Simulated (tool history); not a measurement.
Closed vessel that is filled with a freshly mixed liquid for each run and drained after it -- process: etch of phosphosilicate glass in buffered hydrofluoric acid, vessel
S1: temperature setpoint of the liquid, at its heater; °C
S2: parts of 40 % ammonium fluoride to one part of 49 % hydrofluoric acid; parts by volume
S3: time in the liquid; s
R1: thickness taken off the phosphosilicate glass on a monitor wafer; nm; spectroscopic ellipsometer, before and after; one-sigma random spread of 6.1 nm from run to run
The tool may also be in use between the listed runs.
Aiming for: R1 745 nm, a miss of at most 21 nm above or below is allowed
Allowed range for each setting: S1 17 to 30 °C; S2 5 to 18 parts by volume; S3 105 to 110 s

run,hour,S1,S2,S3,R1
1,0,22,11,105,547.51
2,6,19,11,105,464.48
3,13.1,21,11,105,525.34
4,20.1,22.5,11,105,569.9
5,24.7,21.5,11,105,539.54
6,25.6,23,11,105,588.39
7,26.8,24,11,105,620.38
8,35.4,25,11,105,661.47
9,44.2,25.5,11,105,672.54
10,45.2,26,11,105,687.08

Pick the move, out of 4, that brings all results within their allowed miss; only one does.
A,46.2,25.5,11.5,105,?
B,46.2,26.5,11,110,?
C,46.2,25.5,9.5,110,?
D,46.2,25.5,10.5,105,?

move,R1
A,641.83
B,741.01
C,795.71
D,701.33
A: further off than the last run
B: all results in spec
C: takes the biggest miss from the last run beyond its target
D: closes in on the targets versus the last run, not all within tolerance yet
Correct choice: B, which meets every target
